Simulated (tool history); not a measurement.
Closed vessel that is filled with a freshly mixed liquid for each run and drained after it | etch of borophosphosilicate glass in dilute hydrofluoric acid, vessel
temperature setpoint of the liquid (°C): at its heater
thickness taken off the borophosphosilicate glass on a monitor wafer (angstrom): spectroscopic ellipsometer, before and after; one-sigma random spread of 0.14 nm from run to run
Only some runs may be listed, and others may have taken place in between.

run,hour,temperature setpoint of the liquid (°C),parts of water to one part of 49 % hydrofluoric acid (parts by volume),time in the liquid (s),thickness taken off the borophosphosilicate glass on a monitor wafer (angstrom)
1,0,23,205,105,277.3
2,4.9,21.5,210,105,247.91
3,9.9,21.5,210,105,254.09
4,15.1,21.5,145,105,389.12
5,17.3,20.5,165,105,317.64
6,25.1,19.5,175,105,291.24
7,27.3,19,185,105,265.47
8,31.8,18.5,195,105,243.55

Predict the results of run 9:
9,32.9,18,200,105,?

{"run 9": {"thickness taken off the borophosphosilicate glass on a monitor wafer (angstrom)": 233.35}}
